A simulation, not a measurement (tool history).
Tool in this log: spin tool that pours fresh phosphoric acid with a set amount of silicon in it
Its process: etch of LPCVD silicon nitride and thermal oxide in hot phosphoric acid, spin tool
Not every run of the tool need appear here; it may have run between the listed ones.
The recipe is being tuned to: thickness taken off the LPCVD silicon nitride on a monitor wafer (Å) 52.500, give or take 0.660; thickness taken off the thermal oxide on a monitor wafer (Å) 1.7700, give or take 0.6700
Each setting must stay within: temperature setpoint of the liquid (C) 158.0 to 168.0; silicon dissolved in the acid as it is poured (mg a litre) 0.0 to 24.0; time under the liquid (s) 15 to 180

run	hour	temperature setpoint of the liquid (C)	silicon dissolved in the acid as it is poured (mg a litre)	time under the liquid (s)	thickness taken off the LPCVD silicon nitride on a monitor wafer (Å)	thickness taken off the thermal oxide on a monitor wafer (Å)
1	0.0	163.0	10.5	90	94.989	2.6330
2	8.2	162.0	8.0	80	81.398	1.9365
3	12.9	162.0	8.0	95	97.576	2.4969
4	21.5	163.5	8.0	95	102.560	2.7540
5	23.0	162.5	10.5	85	88.171	1.8769
6	28.0	162.5	4.5	85	88.464	3.0187
7	29.0	161.5	3.5	75	75.564	1.7265
8	33.3	161.5	3.5	75	75.590	1.5908
9	35.6	161.5	2.5	65	65.400	2.0478
10	40.4	161.0	2.0	60	59.504	1.3727
11	42.6	161.0	1.5	60	59.111	1.4459
12	50.6	161.0	1.0	60	59.075	1.5685

4 next moves are on the table. One of them brings every result within its allowed miss. Which?
A	58.6	166.0	2.0	45	?	?
B	58.6	159.0	6.5	60	?	?
C	58.6	158.0	8.5	80	?	?
D	58.6	161.5	3.5	50	?	?

move	thickness taken off the LPCVD silicon nitride on a monitor wafer (Å)	thickness taken off the thermal oxide on a monitor wafer (Å)
A	52.483	1.5440
B	55.464	1.1281
C	71.493	1.3384
D	50.264	1.2011
A: meets every target
B: closes in on the targets versus the last run, not all within tolerance yet
C: its largest miss is bigger than the last run's
D: pushes the last run's worst result past its target
Answer: A

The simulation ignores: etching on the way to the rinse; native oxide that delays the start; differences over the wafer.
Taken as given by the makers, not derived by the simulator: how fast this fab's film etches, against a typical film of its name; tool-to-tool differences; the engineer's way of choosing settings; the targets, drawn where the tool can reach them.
